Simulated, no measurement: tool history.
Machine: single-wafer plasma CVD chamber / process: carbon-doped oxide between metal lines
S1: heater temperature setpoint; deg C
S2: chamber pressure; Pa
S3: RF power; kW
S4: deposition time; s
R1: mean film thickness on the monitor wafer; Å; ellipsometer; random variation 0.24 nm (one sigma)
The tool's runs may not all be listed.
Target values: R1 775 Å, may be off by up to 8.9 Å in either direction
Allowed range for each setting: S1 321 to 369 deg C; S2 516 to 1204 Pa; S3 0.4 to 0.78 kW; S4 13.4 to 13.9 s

run  hour   S1   S2     S3    S4      R1
  1     0  345  860   0.59  13.4  876.14
  2   6.5  345  860   0.55  13.4  835.99
  3  11.4  345  860   0.58  13.4  870.48
  4  16.4  345  723   0.58  13.4  853.88
  5  18.8  348  692  0.575  13.4  840.14
  6  19.8  351  667   0.57  13.4  827.34
  7  25.9  353  644  0.565  13.4  810.61
  8  33.7  355  636  0.565  13.4  807.95
  9  42.1  357  627  0.565  13.4  798.72
 10  46.7  358  621  0.565  13.4  798.35
 11  54.9  359  615  0.565  13.4  797.91
 12  62.3  360  605  0.565  13.4  794.13
 13  64.1  361  599  0.565  13.4  790.66
 14  68.8  362  593  0.565  13.4  789.65
 15  72.3  362  593  0.565  13.4  792.22
 16    81  363  583  0.565  13.4  786.45

Exercise: of the 4 proposed moves below, exactly one satisfies all targets within the stated allowed misses. Which move is it?
  A  89.7  361  656  0.535  13.9   ?
  B  89.7  360  579  0.575  13.4   ?
  C  89.7  359  525   0.52  13.8   ?
  D  89.7  343  635  0.515  13.4   ?

move      R1
   A  797.53
   B  803.57
   C  761.57
   D  780.29
A: the biggest miss grows against the last run
B: the biggest miss grows against the last run
C: takes the biggest miss from the last run beyond its target
D: meets every target
D meets every target.
